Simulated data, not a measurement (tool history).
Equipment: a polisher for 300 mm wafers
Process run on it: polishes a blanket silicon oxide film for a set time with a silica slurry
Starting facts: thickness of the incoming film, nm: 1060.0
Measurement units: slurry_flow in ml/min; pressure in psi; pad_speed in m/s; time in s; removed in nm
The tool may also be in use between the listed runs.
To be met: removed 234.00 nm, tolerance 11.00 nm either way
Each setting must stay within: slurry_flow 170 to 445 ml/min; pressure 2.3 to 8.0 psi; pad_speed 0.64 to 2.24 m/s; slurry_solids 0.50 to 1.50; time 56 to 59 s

run  hour  slurry_flow  pressure  pad_speed  slurry_solids  time  removed
  1   0.0          285       5.1       1.44           1.00    56   282.99
  2   8.5          285       4.9       1.44           1.00    56   275.68
  3  15.5          320       4.9       1.44           1.00    56   278.53
  4  16.1          320       4.9       1.44           1.00    59   297.52
  5  20.2          320       4.9       1.44           1.00    59   290.31
  6  22.5          320       4.7       1.44           1.00    59   282.07
  7  27.6          320       4.5       1.44           1.00    59   265.69
  8  34.6          320       4.4       1.44           1.00    59   262.91
  9  41.1          320       4.3       1.44           1.00    59   263.12
 10  42.8          320       3.6       1.42           1.00    59   212.35
 11  47.0          320       3.7       1.42           1.00    59   219.31
 12  50.4          320       3.7       1.42           1.00    59   217.63

Exercise: of the 5 proposed moves below, exactly one satisfies all targets within the stated allowed misses. Which move is it?
  A  53.8          325       3.0       1.60           1.10    59        ?
  B  53.8          255       5.4       1.46           0.70    56        ?
  C  53.8          320       3.3       1.50           0.95    57        ?
  D  53.8          360       3.2       1.40           1.20    57        ?
  E  53.8          265       3.2       1.64           1.00    56        ?

move  removed
   A   208.66
   B   235.99
   C   192.76
   D   202.68
   E   200.77
A: lands further from the targets than the last run did
B: every result lands within tolerance
C: lands further from the targets than the last run did
D: lands further from the targets than the last run did
E: lands further from the targets than the last run did
Correct choice: B, which meets every target
